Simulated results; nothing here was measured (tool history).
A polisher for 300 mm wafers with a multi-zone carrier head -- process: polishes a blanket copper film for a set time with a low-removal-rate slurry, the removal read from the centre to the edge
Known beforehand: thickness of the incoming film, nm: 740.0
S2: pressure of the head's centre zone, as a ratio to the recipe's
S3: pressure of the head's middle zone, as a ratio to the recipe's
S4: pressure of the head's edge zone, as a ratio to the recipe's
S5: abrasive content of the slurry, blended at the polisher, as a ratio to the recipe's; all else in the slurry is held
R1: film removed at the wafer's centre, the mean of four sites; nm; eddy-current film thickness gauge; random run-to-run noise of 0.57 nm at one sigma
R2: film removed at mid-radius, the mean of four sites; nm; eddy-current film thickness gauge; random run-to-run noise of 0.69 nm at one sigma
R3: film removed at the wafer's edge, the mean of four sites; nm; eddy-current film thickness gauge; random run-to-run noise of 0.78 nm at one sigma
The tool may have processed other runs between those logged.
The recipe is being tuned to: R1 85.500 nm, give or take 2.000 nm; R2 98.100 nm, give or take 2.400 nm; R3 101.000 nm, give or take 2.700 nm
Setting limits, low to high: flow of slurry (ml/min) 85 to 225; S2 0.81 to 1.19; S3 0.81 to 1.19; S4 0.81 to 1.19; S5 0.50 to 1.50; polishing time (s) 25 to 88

Run 1, day 0.000: flow of slurry (ml/min) 145, S2 1.00, S3 1.00, S4 1.00, S5 1.00, polishing time (s) 56. Result: R1 60.310 nm, R2 61.668 nm, R3 64.967 nm.
Run 2, day 0.367: flow of slurry (ml/min) 150, S2 1.00, S3 1.01, S4 1.02, S5 1.05, polishing time (s) 57. Result: R1 62.540 nm, R2 65.026 nm, R3 68.227 nm.
Run 3, day 0.429: flow of slurry (ml/min) 155, S2 1.00, S3 1.02, S4 1.04, S5 1.10, polishing time (s) 58. Result: R1 66.213 nm, R2 67.767 nm, R3 71.126 nm.
Run 4, day 0.479: flow of slurry (ml/min) 155, S2 1.00, S3 1.10, S4 1.04, S5 1.10, polishing time (s) 58. Result: R1 65.250 nm, R2 72.543 nm, R3 69.829 nm.
Run 5, day 0.725: flow of slurry (ml/min) 155, S2 1.00, S3 1.10, S4 1.04, S5 1.30, polishing time (s) 58. Result: R1 67.710 nm, R2 74.827 nm, R3 72.506 nm.
Run 6, day 0.825: flow of slurry (ml/min) 160, S2 0.99, S3 1.10, S4 1.05, S5 1.30, polishing time (s) 59. Result: R1 68.642 nm, R2 76.036 nm, R3 74.133 nm.
Run 7, day 1.108: flow of slurry (ml/min) 160, S2 0.99, S3 1.10, S4 1.06, S5 1.30, polishing time (s) 60. Result: R1 70.319 nm, R2 77.842 nm, R3 76.101 nm.
Run 8, day 1.212: flow of slurry (ml/min) 160, S2 0.98, S3 1.10, S4 1.07, S5 1.30, polishing time (s) 61. Result: R1 70.154 nm, R2 78.911 nm, R3 77.602 nm.
Run 9, day 1.288: flow of slurry (ml/min) 160, S2 0.98, S3 1.10, S4 1.08, S5 1.30, polishing time (s) 62. Result: R1 71.061 nm, R2 80.026 nm, R3 80.593 nm.
Run 10, day 1.592: flow of slurry (ml/min) 165, S2 0.98, S3 1.11, S4 1.09, S5 1.30, polishing time (s) 63. Result: R1 73.567 nm, R2 83.147 nm, R3 81.764 nm.
Run 11, day 1.938: flow of slurry (ml/min) 165, S2 0.98, S3 1.11, S4 1.10, S5 1.30, polishing time (s) 64. Result: R1 73.723 nm, R2 84.679 nm, R3 82.692 nm.
Run 12, day 2.154: flow of slurry (ml/min) 165, S2 0.98, S3 1.11, S4 1.11, S5 1.30, polishing time (s) 65. Result: R1 75.136 nm, R2 85.851 nm, R3 84.130 nm.
Run 13, day 2.221: flow of slurry (ml/min) 170, S2 0.98, S3 1.11, S4 1.12, S5 1.30, polishing time (s) 66. Result: R1 77.744 nm, R2 87.230 nm, R3 85.885 nm.
Run 14, day 2.404: flow of slurry (ml/min) 170, S2 0.98, S3 1.11, S4 1.13, S5 1.30, polishing time (s) 67. Result: R1 78.158 nm, R2 89.417 nm, R3 88.441 nm.

Exercise: of the 4 proposed moves below, exactly one satisfies all targets within the stated allowed misses. Which move is it?
Run A, day 2.588: flow of slurry (ml/min) 150, S2 0.84, S3 0.90, S4 1.11, S5 1.00, polishing time (s) 73. Result: R1 ?, R2 ?, R3 ?.
Run B, day 2.588: flow of slurry (ml/min) 170, S2 0.95, S3 1.18, S4 1.11, S5 1.35, polishing time (s) 71. Result: R1 ?, R2 ?, R3 ?.
Run C, day 2.588: flow of slurry (ml/min) 145, S2 1.08, S3 0.94, S4 1.15, S5 1.50, polishing time (s) 70. Result: R1 ?, R2 ?, R3 ?.
Run D, day 2.588: flow of slurry (ml/min) 150, S2 0.93, S3 1.05, S4 1.07, S5 1.15, polishing time (s) 82. Result: R1 ?, R2 ?, R3 ?.

move      R1       R2       R3
   A  67.665   75.065   90.244
   B  82.144  100.340   94.272
   C  88.036   78.640   93.210
   D  86.157   98.039  101.600
A: misses by more than the last run did
B: nearer the targets than the last run, but a result is still out of spec
C: misses by more than the last run did
D: in spec on every target
Go with D: it meets all targets.

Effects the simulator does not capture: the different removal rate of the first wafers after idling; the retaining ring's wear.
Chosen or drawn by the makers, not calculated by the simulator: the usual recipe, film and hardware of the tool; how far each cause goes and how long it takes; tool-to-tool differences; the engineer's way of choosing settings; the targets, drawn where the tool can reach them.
